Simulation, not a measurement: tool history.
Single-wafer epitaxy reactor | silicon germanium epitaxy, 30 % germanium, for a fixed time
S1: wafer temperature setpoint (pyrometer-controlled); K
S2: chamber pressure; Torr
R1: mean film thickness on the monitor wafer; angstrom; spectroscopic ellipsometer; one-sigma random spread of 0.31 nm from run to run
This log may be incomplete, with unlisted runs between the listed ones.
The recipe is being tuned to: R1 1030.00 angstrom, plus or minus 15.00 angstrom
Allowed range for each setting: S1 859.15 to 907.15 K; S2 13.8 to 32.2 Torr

run	day	S1	S2	R1
1	0.000	883.15	23.0	809.73
2	0.254	883.15	24.6	838.00
3	0.458	883.15	23.1	807.98
4	0.662	889.15	23.1	902.99
5	1.012	889.15	26.4	974.25
6	1.083	879.15	26.4	804.86
7	1.358	881.15	26.4	835.65
8	1.529	893.15	26.6	1050.20

Exercise: of the 5 proposed moves below, exactly one satisfies all targets within the stated allowed misses. Which move is it?
A	1.700	896.15	25.8	?
B	1.700	897.15	22.1	?
C	1.700	896.15	24.3	?
D	1.700	894.15	26.8	?
E	1.700	896.15	24.8	?

move	R1
A	1095.20
B	1030.60
C	1062.60
D	1075.70
E	1073.60
A: the biggest miss grows against the last run
B: every result within its allowed miss
C: the biggest miss grows against the last run
D: the biggest miss grows against the last run
E: the biggest miss grows against the last run
The right move is B.

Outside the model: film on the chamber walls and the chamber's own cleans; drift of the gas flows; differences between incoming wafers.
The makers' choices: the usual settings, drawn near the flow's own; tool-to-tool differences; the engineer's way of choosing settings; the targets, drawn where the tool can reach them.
